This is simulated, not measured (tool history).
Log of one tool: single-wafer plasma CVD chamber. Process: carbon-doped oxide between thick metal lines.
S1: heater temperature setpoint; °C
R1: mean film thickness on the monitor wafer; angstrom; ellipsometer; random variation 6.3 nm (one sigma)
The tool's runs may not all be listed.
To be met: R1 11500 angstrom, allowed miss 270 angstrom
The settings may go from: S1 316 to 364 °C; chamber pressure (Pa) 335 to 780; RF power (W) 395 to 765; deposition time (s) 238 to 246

Run 1, hour 0: S1 340 °C, chamber pressure (Pa) 557, RF power (W) 580, deposition time (s) 238. Result: R1 13469 angstrom.
Run 2, hour 1.1: S1 342 °C, chamber pressure (Pa) 529, RF power (W) 555, deposition time (s) 238. Result: R1 13052 angstrom.
Run 3, hour 4.8: S1 342 °C, chamber pressure (Pa) 529, RF power (W) 595, deposition time (s) 238. Result: R1 13620 angstrom.
Run 4, hour 13.4: S1 342 °C, chamber pressure (Pa) 625, RF power (W) 595, deposition time (s) 238. Result: R1 13885 angstrom.
Run 5, hour 19.8: S1 344 °C, chamber pressure (Pa) 603, RF power (W) 560, deposition time (s) 238. Result: R1 13110 angstrom.
Run 6, hour 26.6: S1 339 °C, chamber pressure (Pa) 603, RF power (W) 560, deposition time (s) 238. Result: R1 13401 angstrom.
Run 7, hour 31.7: S1 342 °C, chamber pressure (Pa) 584, RF power (W) 540, deposition time (s) 238. Result: R1 12933 angstrom.
Run 8, hour 37.2: S1 351 °C, chamber pressure (Pa) 472, RF power (W) 465, deposition time (s) 238. Result: R1 10936 angstrom.
Run 9, hour 39.3: S1 349 °C, chamber pressure (Pa) 480, RF power (W) 465, deposition time (s) 238. Result: R1 10896 angstrom.
Run 10, hour 43.2: S1 348 °C, chamber pressure (Pa) 492, RF power (W) 470, deposition time (s) 238. Result: R1 11173 angstrom.
Run 11, hour 47.8: S1 347 °C, chamber pressure (Pa) 497, RF power (W) 470, deposition time (s) 238. Result: R1 11227 angstrom.

Which of these 5 next moves meets every target?
Run A, hour 52.4: S1 341 °C, chamber pressure (Pa) 509, RF power (W) 475, deposition time (s) 246. Result: R1 ?.
Run B, hour 52.4: S1 350 °C, chamber pressure (Pa) 440, RF power (W) 470, deposition time (s) 238. Result: R1 ?.
Run C, hour 52.4: S1 352 °C, chamber pressure (Pa) 580, RF power (W) 505, deposition time (s) 243. Result: R1 ?.
Run D, hour 52.4: S1 339 °C, chamber pressure (Pa) 509, RF power (W) 485, deposition time (s) 246. Result: R1 ?.
Run E, hour 52.4: S1 345 °C, chamber pressure (Pa) 463, RF power (W) 490, deposition time (s) 238. Result: R1 ?.

move     R1
   A  11946
   B  10994
   C  12142
   D  12217
   E  11581
A: takes the result that was furthest off past its target
B: further off than the last run
C: takes the result that was furthest off past its target
D: takes the result that was furthest off past its target
E: meets every target
Move E is the one to make.

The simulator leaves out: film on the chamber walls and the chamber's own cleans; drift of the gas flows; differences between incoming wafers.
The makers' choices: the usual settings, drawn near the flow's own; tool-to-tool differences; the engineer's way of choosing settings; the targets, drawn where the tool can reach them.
